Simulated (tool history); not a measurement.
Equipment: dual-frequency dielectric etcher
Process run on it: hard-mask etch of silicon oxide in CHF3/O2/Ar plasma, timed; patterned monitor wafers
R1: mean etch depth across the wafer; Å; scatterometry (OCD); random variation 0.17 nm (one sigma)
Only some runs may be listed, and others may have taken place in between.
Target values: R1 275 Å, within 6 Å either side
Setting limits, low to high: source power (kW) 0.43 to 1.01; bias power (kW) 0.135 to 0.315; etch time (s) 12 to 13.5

Run 1, hour 0: source power (kW) 0.72, bias power (kW) 0.225, etch time (s) 13.5. Result: R1 332.78 Å.
Run 2, hour 5.3: source power (kW) 0.77, bias power (kW) 0.225, etch time (s) 13.5. Result: R1 342.2 Å.
Run 3, hour 11: source power (kW) 0.77, bias power (kW) 0.225, etch time (s) 13.5. Result: R1 339.21 Å.
Run 4, hour 12.5: source power (kW) 0.72, bias power (kW) 0.215, etch time (s) 13.5. Result: R1 323.69 Å.
Run 5, hour 16.2: source power (kW) 0.68, bias power (kW) 0.213, etch time (s) 13.5. Result: R1 319.68 Å.
Run 6, hour 23.6: source power (kW) 0.68, bias power (kW) 0.182, etch time (s) 13.5. Result: R1 299.57 Å.
Run 7, hour 25.7: source power (kW) 0.54, bias power (kW) 0.172, etch time (s) 13.5. Result: R1 265.77 Å.
Run 8, hour 34.6: source power (kW) 0.55, bias power (kW) 0.172, etch time (s) 13.5. Result: R1 268.15 Å.

Below are 4 possible settings for the next run. Only one of them brings all results inside the allowed miss of their targets. Which is it?
Run A, hour 43.5: source power (kW) 0.63, bias power (kW) 0.17, etch time (s) 13.5. Result: R1 ?.
Run B, hour 43.5: source power (kW) 0.63, bias power (kW) 0.18, etch time (s) 13.5. Result: R1 ?.
Run C, hour 43.5: source power (kW) 0.77, bias power (kW) 0.173, etch time (s) 12.5. Result: R1 ?.
Run D, hour 43.5: source power (kW) 0.53, bias power (kW) 0.192, etch time (s) 13.5. Result: R1 ?.

move      R1
   A  286.01
   B  290.97
   C  292.17
   D  273.19
A: moves the result that the last run missed by most past its target, out the other side
B: moves the result that the last run missed by most past its target, out the other side
C: moves the result that the last run missed by most past its target, out the other side
D: hits every target within its allowed miss
Correct choice: D, which meets every target
